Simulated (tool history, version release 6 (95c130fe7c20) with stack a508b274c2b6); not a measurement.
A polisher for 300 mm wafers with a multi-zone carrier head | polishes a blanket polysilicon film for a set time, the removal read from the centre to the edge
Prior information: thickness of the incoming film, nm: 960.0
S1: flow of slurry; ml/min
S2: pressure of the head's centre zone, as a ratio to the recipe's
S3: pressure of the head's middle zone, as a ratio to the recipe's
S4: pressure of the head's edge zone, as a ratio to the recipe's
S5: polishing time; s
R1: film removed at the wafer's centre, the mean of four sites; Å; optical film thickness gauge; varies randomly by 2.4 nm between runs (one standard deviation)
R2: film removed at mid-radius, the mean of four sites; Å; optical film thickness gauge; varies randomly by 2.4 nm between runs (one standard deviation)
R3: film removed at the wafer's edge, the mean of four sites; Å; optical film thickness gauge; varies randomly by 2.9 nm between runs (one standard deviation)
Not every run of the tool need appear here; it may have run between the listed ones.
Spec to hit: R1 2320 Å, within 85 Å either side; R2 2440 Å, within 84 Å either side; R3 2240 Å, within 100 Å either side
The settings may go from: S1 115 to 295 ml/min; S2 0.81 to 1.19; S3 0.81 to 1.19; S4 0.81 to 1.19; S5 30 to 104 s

run  hour   S1    S2    S3    S4  S5      R1      R2      R3
  1     0  190     1     1     1  67    3054  3053.7  2921.5
  2   2.8  190     1  0.95     1  67  3040.8  2948.5  2965.6
  3   7.8  190     1  0.95     1  78  3546.4  3393.5  3522.2
  4   9.2  225     1  0.95     1  78  3558.6  3553.6  3494.4
  5  11.3  225     1  0.95     1  71  3333.3  3185.2  3222.3
  6  19.7  225     1  0.95     1  57  2627.8  2558.6  2569.5
  7  27.3  225  0.99  0.95  0.98  56  2577.4    2465  2528.4
  8  33.1  225  0.98  0.97  0.96  55  2513.9    2521  2438.9
  9  41.2  220  0.97  0.97  0.94  55  2489.1  2510.7  2421.4
 10  44.7  220  0.96  0.97  0.93  55  2432.5  2509.7  2420.5
 11  49.5  220  0.96  0.97  0.92  55  2455.6  2537.7    2373
 12  55.9  215  0.96  0.97  0.91  55  2466.5  2529.1  2421.7
 13  59.2  215  0.96  0.98  0.91  54  2435.7    2439  2320.2

Pick the move, out of 5, that brings all results within their allowed miss; only one does.
  A  62.5  165  0.87  0.87  0.94  58   ?   ?   ?
  B  62.5  275  0.84  0.94  0.99  54   ?   ?   ?
  C  62.5  210   1.1  1.02  0.85  52   ?   ?   ?
  D  62.5  275  0.95  1.03  0.92  50   ?   ?   ?
  E  62.5  240  0.89  0.92  0.97  55   ?   ?   ?

move      R1      R2      R3
   A  2323.7    2392  2513.5
   B  2270.7  2514.4  2503.4
   C  2601.6  2487.1    2230
   D  2309.8  2486.9  2255.5
   E  2375.7    2484  2502.9
A: gets the furthest-off result to its target, but another result is out of tolerance
B: gets the furthest-off result to its target, but another result is out of tolerance
C: lands further from the targets than the last run did
D: hits every target within its allowed miss
E: gets the furthest-off result to its target, but another result is out of tolerance
The move that meets every target is D.
